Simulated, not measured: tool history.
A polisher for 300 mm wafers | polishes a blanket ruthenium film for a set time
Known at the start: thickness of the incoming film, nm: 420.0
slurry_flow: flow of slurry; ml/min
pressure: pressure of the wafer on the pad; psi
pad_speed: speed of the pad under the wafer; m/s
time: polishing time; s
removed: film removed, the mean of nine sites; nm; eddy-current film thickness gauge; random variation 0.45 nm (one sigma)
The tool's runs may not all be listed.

run 1 hour=0.0 | slurry_flow=230 pressure=1.4 pad_speed=0.94 time=34 | removed=20.580
run 2 hour=7.2 | slurry_flow=230 pressure=1.2 pad_speed=0.94 time=34 | removed=17.882
run 3 hour=13.3 | slurry_flow=260 pressure=1.2 pad_speed=0.94 time=34 | removed=18.207
run 4 hour=16.9 | slurry_flow=260 pressure=0.9 pad_speed=0.94 time=34 | removed=15.104
run 5 hour=21.9 | slurry_flow=240 pressure=0.9 pad_speed=0.94 time=34 | removed=14.894
run 6 hour=28.3 | slurry_flow=240 pressure=1.1 pad_speed=0.96 time=34 | removed=17.031
run 7 hour=34.4 | slurry_flow=240 pressure=1.1 pad_speed=0.96 time=34 | removed=17.090
run 8 hour=35.2 | slurry_flow=240 pressure=1.3 pad_speed=0.98 time=34 | removed=19.649
run 9 hour=41.1 | slurry_flow=240 pressure=1.5 pad_speed=1.00 time=34 | removed=22.764
run 10 hour=41.8 | slurry_flow=240 pressure=1.6 pad_speed=1.00 time=34 | removed=23.494
run 11 hour=49.5 | slurry_flow=240 pressure=1.7 pad_speed=1.02 time=34 | removed=25.341
run 12 hour=54.4 | slurry_flow=240 pressure=1.8 pad_speed=1.02 time=34 | removed=26.641
run 13 hour=57.8 | slurry_flow=240 pressure=1.9 pad_speed=1.02 time=34 | removed=28.514

The next listed run, before its measurement:
run 14 hour=63.7 | slurry_flow=240 pressure=2.0 pad_speed=1.02 time=34 | removed=?

{"run 14": {"removed": 28.895}}

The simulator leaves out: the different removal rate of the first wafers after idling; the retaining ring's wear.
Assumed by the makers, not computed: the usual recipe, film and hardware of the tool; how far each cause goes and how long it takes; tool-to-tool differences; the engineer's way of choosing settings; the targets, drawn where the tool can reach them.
